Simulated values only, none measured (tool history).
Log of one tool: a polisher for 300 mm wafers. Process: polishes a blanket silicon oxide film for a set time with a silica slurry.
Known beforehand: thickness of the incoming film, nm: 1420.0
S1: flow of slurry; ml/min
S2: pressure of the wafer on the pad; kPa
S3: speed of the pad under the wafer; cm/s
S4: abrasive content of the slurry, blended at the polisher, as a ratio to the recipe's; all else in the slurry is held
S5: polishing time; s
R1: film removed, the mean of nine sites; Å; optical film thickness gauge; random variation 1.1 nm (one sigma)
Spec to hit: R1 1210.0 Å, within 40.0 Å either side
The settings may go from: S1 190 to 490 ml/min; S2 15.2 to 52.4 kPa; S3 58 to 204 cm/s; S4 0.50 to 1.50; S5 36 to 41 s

Run 1, hour 0.0: S1 315 ml/min, S2 33.8 kPa, S3 130 cm/s, S4 1.00, S5 41 s. Result: R1 1879.7 Å.
Run 2, hour 5.2: S1 315 ml/min, S2 31.0 kPa, S3 130 cm/s, S4 1.00, S5 41 s. Result: R1 1743.5 Å.
Run 3, hour 8.8: S1 315 ml/min, S2 28.3 kPa, S3 130 cm/s, S4 1.00, S5 41 s. Result: R1 1665.7 Å.
Run 4, hour 10.7: S1 315 ml/min, S2 28.3 kPa, S3 160 cm/s, S4 1.00, S5 41 s. Result: R1 1957.4 Å.
Run 5, hour 16.0: S1 315 ml/min, S2 28.3 kPa, S3 160 cm/s, S4 0.90, S5 41 s. Result: R1 1908.6 Å.
Run 6, hour 23.2: S1 315 ml/min, S2 28.3 kPa, S3 160 cm/s, S4 0.90, S5 41 s. Result: R1 1904.3 Å.
Run 7, hour 25.6: S1 315 ml/min, S2 25.5 kPa, S3 156 cm/s, S4 0.90, S5 41 s. Result: R1 1741.2 Å.
Run 8, hour 33.9: S1 315 ml/min, S2 23.4 kPa, S3 152 cm/s, S4 0.90, S5 41 s. Result: R1 1641.3 Å.
Run 9, hour 38.3: S1 315 ml/min, S2 23.4 kPa, S3 152 cm/s, S4 0.90, S5 41 s. Result: R1 1629.1 Å.
At hour 43.4: slurry blender recalibrated.
Run 10, hour 43.4: S1 315 ml/min, S2 22.1 kPa, S3 148 cm/s, S4 0.90, S5 41 s. Result: R1 1738.7 Å.
Run 11, hour 50.3: S1 315 ml/min, S2 21.4 kPa, S3 132 cm/s, S4 0.85, S5 41 s. Result: R1 1487.8 Å.
Run 12, hour 56.3: S1 315 ml/min, S2 20.0 kPa, S3 128 cm/s, S4 0.85, S5 41 s. Result: R1 1433.8 Å.
Run 13, hour 57.0: S1 315 ml/min, S2 19.3 kPa, S3 124 cm/s, S4 0.85, S5 41 s. Result: R1 1359.7 Å.
Run 14, hour 58.4: S1 315 ml/min, S2 18.6 kPa, S3 122 cm/s, S4 0.85, S5 41 s. Result: R1 1334.4 Å.
Run 15, hour 63.8: S1 315 ml/min, S2 17.9 kPa, S3 120 cm/s, S4 0.85, S5 41 s. Result: R1 1293.3 Å.
Run 16, hour 72.2: S1 315 ml/min, S2 17.2 kPa, S3 120 cm/s, S4 0.85, S5 41 s. Result: R1 1289.5 Å.

Which of these 5 next moves meets every target?
Run A, hour 80.6: S1 385 ml/min, S2 15.9 kPa, S3 114 cm/s, S4 1.00, S5 36 s. Result: R1 ?.
Run B, hour 80.6: S1 330 ml/min, S2 17.2 kPa, S3 116 cm/s, S4 0.85, S5 37 s. Result: R1 ?.
Run C, hour 80.6: S1 335 ml/min, S2 15.2 kPa, S3 122 cm/s, S4 0.85, S5 38 s. Result: R1 ?.
Run D, hour 80.6: S1 375 ml/min, S2 15.2 kPa, S3 124 cm/s, S4 0.70, S5 39 s. Result: R1 ?.
Run E, hour 80.6: S1 335 ml/min, S2 16.5 kPa, S3 108 cm/s, S4 1.00, S5 41 s. Result: R1 ?.

move      R1
   A  1109.9
   B  1118.3
   C  1134.9
   D  1109.6
   E  1219.6
A: the result that was furthest off in the last run now lies on the other side of its target
B: the result that was furthest off in the last run now lies on the other side of its target
C: the result that was furthest off in the last run now lies on the other side of its target
D: the result that was furthest off in the last run now lies on the other side of its target
E: meets every target
Move E is the one to make.

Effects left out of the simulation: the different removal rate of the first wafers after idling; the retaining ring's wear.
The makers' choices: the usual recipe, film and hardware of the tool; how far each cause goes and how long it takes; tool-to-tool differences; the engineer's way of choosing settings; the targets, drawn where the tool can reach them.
